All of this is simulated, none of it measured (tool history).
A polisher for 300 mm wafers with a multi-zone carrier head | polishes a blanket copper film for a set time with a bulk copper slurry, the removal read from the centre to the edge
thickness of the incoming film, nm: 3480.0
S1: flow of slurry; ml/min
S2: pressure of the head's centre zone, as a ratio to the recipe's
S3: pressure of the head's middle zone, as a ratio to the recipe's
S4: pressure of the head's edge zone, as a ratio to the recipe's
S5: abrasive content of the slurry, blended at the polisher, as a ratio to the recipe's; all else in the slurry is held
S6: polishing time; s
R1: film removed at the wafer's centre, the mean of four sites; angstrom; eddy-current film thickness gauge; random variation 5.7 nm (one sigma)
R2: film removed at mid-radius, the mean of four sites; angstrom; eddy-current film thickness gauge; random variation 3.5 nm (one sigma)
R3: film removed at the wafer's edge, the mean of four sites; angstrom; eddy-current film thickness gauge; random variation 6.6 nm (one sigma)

run 1 hour=0.0 | S1=135 S2=1.00 S3=1.00 S4=1.00 S5=1.00 S6=51 | R1=4539.8 R2=4531.2 R3=4533.4
run 2 hour=6.2 | S1=150 S2=0.99 S3=1.03 S4=1.02 S5=1.00 S6=51 | R1=4658.1 R2=4792.2 R3=4592.1
run 3 hour=9.8 | S1=160 S2=0.97 S3=1.04 S4=1.06 S5=1.05 S6=51 | R1=4622.5 R2=4925.2 R3=4787.7
run 4 hour=17.0 | S1=160 S2=0.97 S3=1.04 S4=1.02 S5=1.05 S6=51 | R1=4556.0 R2=4894.8 R3=4738.6
run 5 hour=23.9 | S1=160 S2=0.97 S3=1.07 S4=1.02 S5=1.05 S6=51 | R1=4664.2 R2=5087.7 R3=4696.7
run 6 hour=28.1 | S1=160 S2=0.97 S3=1.07 S4=1.02 S5=1.05 S6=43 | R1=4012.6 R2=4259.3 R3=3880.5
run 7 hour=35.2 | S1=165 S2=0.97 S3=1.08 S4=1.06 S5=1.20 S6=45 | R1=4217.8 R2=4670.3 R3=4432.7
run 8 hour=40.0 | S1=175 S2=0.99 S3=1.10 S4=1.08 S5=1.30 S6=45 | R1=4542.8 R2=4938.2 R3=4699.6
run 9 hour=46.5 | S1=180 S2=0.99 S3=1.12 S4=1.10 S5=1.35 S6=45 | R1=4432.9 R2=5007.0 R3=4736.8
run 10 hour=51.4 | S1=185 S2=1.00 S3=1.13 S4=1.11 S5=1.40 S6=45 | R1=4606.6 R2=5143.6 R3=4749.5
run 11 hour=59.7 | S1=190 S2=1.00 S3=1.13 S4=1.12 S5=1.45 S6=45 | R1=4665.0 R2=5158.7 R3=4801.3

The next listed run, before its measurement:
run 12 hour=67.6 | S1=190 S2=1.00 S3=1.14 S4=1.14 S5=1.45 S6=45 | R1=? R2=? R3=?

R1: 4787.8 angstrom
R2: 5290.0 angstrom
R3: 4926.5 angstrom

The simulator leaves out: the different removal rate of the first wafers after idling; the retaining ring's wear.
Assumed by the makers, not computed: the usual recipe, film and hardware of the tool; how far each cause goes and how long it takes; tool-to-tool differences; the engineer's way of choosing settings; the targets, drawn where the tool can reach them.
